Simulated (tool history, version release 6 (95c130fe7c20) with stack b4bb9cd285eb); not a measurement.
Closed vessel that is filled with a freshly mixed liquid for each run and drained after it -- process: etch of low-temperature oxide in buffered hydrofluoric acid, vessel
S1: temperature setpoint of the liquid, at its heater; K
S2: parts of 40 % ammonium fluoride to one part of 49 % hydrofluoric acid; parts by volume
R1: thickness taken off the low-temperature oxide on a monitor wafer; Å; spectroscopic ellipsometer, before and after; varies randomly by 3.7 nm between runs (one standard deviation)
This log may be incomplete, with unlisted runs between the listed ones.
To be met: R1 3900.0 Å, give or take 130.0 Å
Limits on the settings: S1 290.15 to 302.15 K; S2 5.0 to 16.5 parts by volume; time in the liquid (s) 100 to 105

Run 1, hour 0.0: S1 294.15 K, S2 10.0 parts by volume, time in the liquid (s) 100. Result: R1 2994.9 Å.
Run 2, hour 3.5: S1 296.65 K, S2 10.0 parts by volume, time in the liquid (s) 100. Result: R1 3486.1 Å.
Run 3, hour 5.7: S1 296.65 K, S2 7.5 parts by volume, time in the liquid (s) 100. Result: R1 4427.7 Å.
Run 4, hour 7.8: S1 296.15 K, S2 7.5 parts by volume, time in the liquid (s) 100. Result: R1 4258.0 Å.
Run 5, hour 15.3: S1 296.15 K, S2 5.0 parts by volume, time in the liquid (s) 100. Result: R1 6336.9 Å.
Run 6, hour 20.0: S1 294.65 K, S2 5.5 parts by volume, time in the liquid (s) 100. Result: R1 5406.5 Å.
Run 7, hour 28.6: S1 293.65 K, S2 6.0 parts by volume, time in the liquid (s) 100. Result: R1 4747.6 Å.
Run 8, hour 33.2: S1 292.65 K, S2 6.0 parts by volume, time in the liquid (s) 100. Result: R1 4438.4 Å.
Run 9, hour 34.6: S1 292.15 K, S2 6.0 parts by volume, time in the liquid (s) 100. Result: R1 4334.9 Å.
Run 10, hour 37.9: S1 292.15 K, S2 6.0 parts by volume, time in the liquid (s) 100. Result: R1 4328.4 Å.
Run 11, hour 46.7: S1 291.65 K, S2 6.0 parts by volume, time in the liquid (s) 100. Result: R1 4231.9 Å.

Exactly one of the 4 candidate moves below puts every result within its allowed miss. Which one?
Run A, hour 55.5: S1 291.65 K, S2 6.5 parts by volume, time in the liquid (s) 100. Result: R1 ?.
Run B, hour 55.5: S1 291.15 K, S2 6.0 parts by volume, time in the liquid (s) 105. Result: R1 ?.
Run C, hour 55.5: S1 292.15 K, S2 6.0 parts by volume, time in the liquid (s) 105. Result: R1 ?.
Run D, hour 55.5: S1 292.65 K, S2 6.0 parts by volume, time in the liquid (s) 105. Result: R1 ?.

move      R1
   A  3929.2
   B  4312.6
   C  4563.1
   D  4693.1
A: each result inside its tolerance
B: the biggest miss grows against the last run
C: the biggest miss grows against the last run
D: the biggest miss grows against the last run
The move that meets every target is A.
